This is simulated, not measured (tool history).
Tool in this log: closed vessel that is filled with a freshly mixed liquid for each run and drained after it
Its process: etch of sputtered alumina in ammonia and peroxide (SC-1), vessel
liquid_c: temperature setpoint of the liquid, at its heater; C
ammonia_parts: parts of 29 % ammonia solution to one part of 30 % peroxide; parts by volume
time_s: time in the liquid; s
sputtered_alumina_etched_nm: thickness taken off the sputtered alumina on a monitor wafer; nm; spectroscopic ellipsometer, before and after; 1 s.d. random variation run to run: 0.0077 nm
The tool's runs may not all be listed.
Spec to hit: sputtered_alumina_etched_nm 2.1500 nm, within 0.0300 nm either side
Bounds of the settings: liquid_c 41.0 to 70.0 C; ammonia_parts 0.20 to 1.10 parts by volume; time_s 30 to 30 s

{"run": 1, "day": 0.0, "liquid_c": 57.0, "ammonia_parts": 0.6, "time_s": 30, "sputtered_alumina_etched_nm": 3.5835}
{"run": 2, "day": 0.275, "liquid_c": 55.5, "ammonia_parts": 0.6, "time_s": 30, "sputtered_alumina_etched_nm": 3.3123}
{"run": 3, "day": 0.471, "liquid_c": 55.5, "ammonia_parts": 0.6, "time_s": 30, "sputtered_alumina_etched_nm": 3.3161}
{"run": 4, "day": 0.788, "liquid_c": 54.5, "ammonia_parts": 0.6, "time_s": 30, "sputtered_alumina_etched_nm": 3.1413}
{"run": 5, "day": 0.825, "liquid_c": 54.5, "ammonia_parts": 0.7, "time_s": 30, "sputtered_alumina_etched_nm": 3.1697}
{"run": 6, "day": 1.0, "liquid_c": 50.0, "ammonia_parts": 0.7, "time_s": 30, "sputtered_alumina_etched_nm": 2.4999}
{"run": 7, "day": 1.162, "liquid_c": 49.5, "ammonia_parts": 0.7, "time_s": 30, "sputtered_alumina_etched_nm": 2.4183}
{"run": 8, "day": 1.517, "liquid_c": 49.0, "ammonia_parts": 0.7, "time_s": 30, "sputtered_alumina_etched_nm": 2.3609}
{"run": 9, "day": 1.642, "liquid_c": 48.0, "ammonia_parts": 0.7, "time_s": 30, "sputtered_alumina_etched_nm": 2.2372}

Exercise: of the 5 proposed moves below, exactly one satisfies all targets within the stated allowed misses. Which move is it?
{"run": "A", "day": 1.767, "liquid_c": 49.5, "ammonia_parts": 0.6, "time_s": 30, "sputtered_alumina_etched_nm": "?"}
{"run": "B", "day": 1.767, "liquid_c": 49.5, "ammonia_parts": 0.5, "time_s": 30, "sputtered_alumina_etched_nm": "?"}
{"run": "C", "day": 1.767, "liquid_c": 48.5, "ammonia_parts": 0.55, "time_s": 30, "sputtered_alumina_etched_nm": "?"}
{"run": "D", "day": 1.767, "liquid_c": 48.0, "ammonia_parts": 0.9, "time_s": 30, "sputtered_alumina_etched_nm": "?"}
{"run": "E", "day": 1.767, "liquid_c": 47.5, "ammonia_parts": 0.65, "time_s": 30, "sputtered_alumina_etched_nm": "?"}

move=A sputtered_alumina_etched_nm=2.3816
move=B sputtered_alumina_etched_nm=2.3407
move=C sputtered_alumina_etched_nm=2.2347
move=D sputtered_alumina_etched_nm=2.2776
move=E sputtered_alumina_etched_nm=2.1474
A: further off than the last run
B: further off than the last run
C: just as far off the targets as the last run
D: further off than the last run
E: every result within its allowed miss
E meets every target.
